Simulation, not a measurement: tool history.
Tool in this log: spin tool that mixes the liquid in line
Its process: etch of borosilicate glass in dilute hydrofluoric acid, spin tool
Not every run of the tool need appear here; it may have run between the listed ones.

run	hour	temperature setpoint of the liquid (K)	parts of water to one part of 49 % hydrofluoric acid (parts by volume)	time under the liquid (s)	thickness taken off the borosilicate glass on a monitor wafer (angstrom)
1	0	294.15	270	90	66.953
2	1	292.15	270	90	62.129
3	3.1	291.65	285	90	57.804
4	9.6	291.15	300	90	52.554
5	17.4	291.15	310	90	50.187
6	21.7	292.65	310	90	53.069
7	25.6	292.15	315	90	51.55
8	29.1	291.65	320	90	50.054
9	32.3	291.15	325	90	47.396

What will run 10 give?
10	36.5	291.15	330	90	?

Run 10 measured thickness taken off the borosilicate glass on a monitor wafer (angstrom) 46.971.
